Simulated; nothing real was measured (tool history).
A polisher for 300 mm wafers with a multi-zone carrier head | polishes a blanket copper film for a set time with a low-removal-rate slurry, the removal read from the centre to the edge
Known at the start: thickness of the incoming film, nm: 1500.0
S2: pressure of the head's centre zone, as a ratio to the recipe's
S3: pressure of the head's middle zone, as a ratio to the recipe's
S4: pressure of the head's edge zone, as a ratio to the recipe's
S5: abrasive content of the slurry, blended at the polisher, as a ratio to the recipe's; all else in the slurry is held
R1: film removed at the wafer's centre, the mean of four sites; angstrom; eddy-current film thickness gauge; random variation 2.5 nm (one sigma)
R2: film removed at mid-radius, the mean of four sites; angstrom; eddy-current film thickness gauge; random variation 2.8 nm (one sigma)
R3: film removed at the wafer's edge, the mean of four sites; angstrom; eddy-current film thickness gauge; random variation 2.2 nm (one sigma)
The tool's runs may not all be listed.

run 1 hour=0 | flow_of_slurry_(ml/min)=185 S2=1 S3=1 S4=1 S5=1 polishing_time_(s)=83 | R1=2497.9 R2=2510.2 R3=2612.3
run 2 hour=4.6 | flow_of_slurry_(ml/min)=185 S2=1.01 S3=0.98 S4=0.98 S5=0.95 polishing_time_(s)=82 | R1=2435.1 R2=2409 R3=2503
run 3 hour=8.9 | flow_of_slurry_(ml/min)=145 S2=1.01 S3=0.98 S4=0.98 S5=0.95 polishing_time_(s)=82 | R1=2301.9 R2=2263.3 R3=2400.8
run 4 hour=12.5 | flow_of_slurry_(ml/min)=140 S2=1.02 S3=0.97 S4=0.97 S5=0.95 polishing_time_(s)=82 | R1=2208.1 R2=2211.8 R3=2382.7
run 5 hour=18.3 | flow_of_slurry_(ml/min)=140 S2=1.06 S3=0.97 S4=0.97 S5=0.95 polishing_time_(s)=82 | R1=2313.1 R2=2150.7 R3=2380.7
run 6 hour=22.1 | flow_of_slurry_(ml/min)=140 S2=1.07 S3=0.97 S4=0.95 S5=0.95 polishing_time_(s)=82 | R1=2377 R2=2152.7 R3=2351.6
run 7 hour=22.6 | flow_of_slurry_(ml/min)=140 S2=1.07 S3=0.97 S4=0.94 S5=0.95 polishing_time_(s)=82 | R1=2341.7 R2=2165.8 R3=2329.5

Run 8 comes next. What will it give?
run 8 hour=28.7 | flow_of_slurry_(ml/min)=140 S2=1.08 S3=0.96 S4=0.93 S5=0.95 polishing_time_(s)=82 | R1=? R2=? R3=?

Run 8 gave R1 2331.8 angstrom, R2 2139.6 angstrom, R3 2323.1 angstrom.

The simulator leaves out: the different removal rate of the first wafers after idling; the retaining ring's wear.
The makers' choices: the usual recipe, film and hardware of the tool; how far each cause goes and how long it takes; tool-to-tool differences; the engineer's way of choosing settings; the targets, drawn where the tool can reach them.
